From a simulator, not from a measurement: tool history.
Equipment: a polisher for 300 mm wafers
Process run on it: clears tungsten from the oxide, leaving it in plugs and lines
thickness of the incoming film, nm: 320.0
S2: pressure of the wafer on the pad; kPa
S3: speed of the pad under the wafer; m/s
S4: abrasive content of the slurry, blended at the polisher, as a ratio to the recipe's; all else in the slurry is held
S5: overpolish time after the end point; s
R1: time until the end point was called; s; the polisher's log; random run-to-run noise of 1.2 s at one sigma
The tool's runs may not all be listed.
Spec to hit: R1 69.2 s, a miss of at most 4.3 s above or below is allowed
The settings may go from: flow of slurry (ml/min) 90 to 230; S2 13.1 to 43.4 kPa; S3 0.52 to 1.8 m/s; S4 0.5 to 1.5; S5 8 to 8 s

{"run": 1, "hour": 0.0, "flow of slurry (ml/min)": 150, "S2": 28.3, "S3": 1.16, "S4": 1, "S5": 8, "R1": 48.995}
{"run": 2, "hour": 5.1, "flow of slurry (ml/min)": 150, "S2": 26.9, "S3": 1.16, "S4": 1, "S5": 8, "R1": 52.244}
{"run": 3, "hour": 13.9, "flow of slurry (ml/min)": 150, "S2": 31.7, "S3": 1.16, "S4": 1, "S5": 8, "R1": 45.98}
{"run": 4, "hour": 18.8, "flow of slurry (ml/min)": 150, "S2": 29.6, "S3": 1.14, "S4": 1, "S5": 8, "R1": 48.147}
{"run": 5, "hour": 26.0, "flow of slurry (ml/min)": 150, "S2": 28.3, "S3": 1.12, "S4": 1, "S5": 8, "R1": 50.485}
{"run": 6, "hour": 28.4, "flow of slurry (ml/min)": 150, "S2": 28.3, "S3": 1.12, "S4": 1.1, "S5": 8, "R1": 50.574}
{"run": 7, "hour": 35.9, "flow of slurry (ml/min)": 150, "S2": 26.9, "S3": 1.1, "S4": 1.1, "S5": 8, "R1": 54.045}
{"run": 8, "hour": 43.6, "flow of slurry (ml/min)": 150, "S2": 26.2, "S3": 1.1, "S4": 1.1, "S5": 8, "R1": 56.084}
{"run": 9, "hour": 47.0, "flow of slurry (ml/min)": 150, "S2": 25.5, "S3": 1.1, "S4": 1.1, "S5": 8, "R1": 54.975}
{"run": 10, "hour": 55.5, "flow of slurry (ml/min)": 150, "S2": 24.8, "S3": 1.1, "S4": 1.1, "S5": 8, "R1": 58.939}
{"run": 11, "hour": 58.1, "flow of slurry (ml/min)": 150, "S2": 24.1, "S3": 1.1, "S4": 1.1, "S5": 8, "R1": 58.619}
{"run": 12, "hour": 59.7, "flow of slurry (ml/min)": 150, "S2": 18.6, "S3": 1.06, "S4": 1.1, "S5": 8, "R1": 77.733}

Of the 5 settings listed for the next run, only one would bring every result within its allowed miss of target. Which one?
{"run": "A", "hour": 61.3, "flow of slurry (ml/min)": 130, "S2": 18.6, "S3": 0.96, "S4": 1.05, "S5": 8, "R1": "?"}
{"run": "B", "hour": 61.3, "flow of slurry (ml/min)": 170, "S2": 17.9, "S3": 0.94, "S4": 1.05, "S5": 8, "R1": "?"}
{"run": "C", "hour": 61.3, "flow of slurry (ml/min)": 180, "S2": 24.8, "S3": 0.7, "S4": 1.45, "S5": 8, "R1": "?"}
{"run": "D", "hour": 61.3, "flow of slurry (ml/min)": 195, "S2": 24.1, "S3": 0.88, "S4": 1.2, "S5": 8, "R1": "?"}
{"run": "E", "hour": 61.3, "flow of slurry (ml/min)": 160, "S2": 18.6, "S3": 0.96, "S4": 1, "S5": 8, "R1": "?"}

move=A R1=89.783
move=B R1=89.824
move=C R1=84.277
move=D R1=70.941
move=E R1=86.834
A: misses by more than the last run did
B: misses by more than the last run did
C: misses by more than the last run did
D: all results land within tolerance of their targets
E: misses by more than the last run did
The move that meets every target is D.
